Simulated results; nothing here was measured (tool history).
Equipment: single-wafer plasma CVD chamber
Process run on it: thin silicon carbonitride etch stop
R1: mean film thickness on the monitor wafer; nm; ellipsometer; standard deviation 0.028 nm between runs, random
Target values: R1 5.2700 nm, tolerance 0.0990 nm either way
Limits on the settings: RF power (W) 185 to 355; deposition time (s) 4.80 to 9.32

{"run": 1, "hour": 0.0, "RF power (W)": 270, "deposition time (s)": 7.06, "R1": 4.582}
{"run": 2, "hour": 8.4, "RF power (W)": 270, "deposition time (s)": 7.54, "R1": 4.9099}
{"run": 3, "hour": 17.4, "RF power (W)": 275, "deposition time (s)": 7.56, "R1": 4.924}
{"run": 4, "hour": 22.3, "RF power (W)": 260, "deposition time (s)": 7.56, "R1": 4.8796}
{"run": 5, "hour": 30.3, "RF power (W)": 285, "deposition time (s)": 7.56, "R1": 4.9644}
{"run": 6, "hour": 36.1, "RF power (W)": 290, "deposition time (s)": 7.6, "R1": 5.0494}
{"run": 7, "hour": 38.2, "RF power (W)": 295, "deposition time (s)": 7.62, "R1": 5.0495}
{"run": 8, "hour": 41.1, "RF power (W)": 300, "deposition time (s)": 7.64, "R1": 5.0968}
{"run": 9, "hour": 47.3, "RF power (W)": 300, "deposition time (s)": 7.66, "R1": 5.1242}
{"run": 10, "hour": 56.1, "RF power (W)": 300, "deposition time (s)": 7.67, "R1": 5.167}
{"run": 11, "hour": 56.8, "RF power (W)": 300, "deposition time (s)": 7.68, "R1": 5.1396}
{"run": 12, "hour": 63.3, "RF power (W)": 300, "deposition time (s)": 7.69, "R1": 5.1111}
{"run": 13, "hour": 68.6, "RF power (W)": 300, "deposition time (s)": 7.71, "R1": 5.1651}
{"run": 14, "hour": 76.1, "RF power (W)": 300, "deposition time (s)": 7.71, "R1": 5.1551}
{"run": 15, "hour": 80.1, "RF power (W)": 300, "deposition time (s)": 7.72, "R1": 5.1767}
{"run": 16, "hour": 88.6, "RF power (W)": 300, "deposition time (s)": 7.73, "R1": 5.1711}
{"run": 17, "hour": 93.2, "RF power (W)": 300, "deposition time (s)": 7.74, "R1": 5.2066}

Which single option among these 5 for the next run brings every result within its allowed miss of target? Just one does.
{"run": "A", "hour": 97.8, "RF power (W)": 290, "deposition time (s)": 8.27, "R1": "?"}
{"run": "B", "hour": 97.8, "RF power (W)": 290, "deposition time (s)": 7.93, "R1": "?"}
{"run": "C", "hour": 97.8, "RF power (W)": 325, "deposition time (s)": 7.45, "R1": "?"}
{"run": "D", "hour": 97.8, "RF power (W)": 295, "deposition time (s)": 7.63, "R1": "?"}
{"run": "E", "hour": 97.8, "RF power (W)": 350, "deposition time (s)": 7.38, "R1": "?"}

move=A R1=5.4936
move=B R1=5.2678
move=C R1=5.0635
move=D R1=5.0856
move=E R1=5.0936
A: moves the result that the last run missed by most past its target, out the other side
B: each result inside its tolerance
C: misses by more than the last run did
D: misses by more than the last run did
E: misses by more than the last run did
Move B is the one to make.
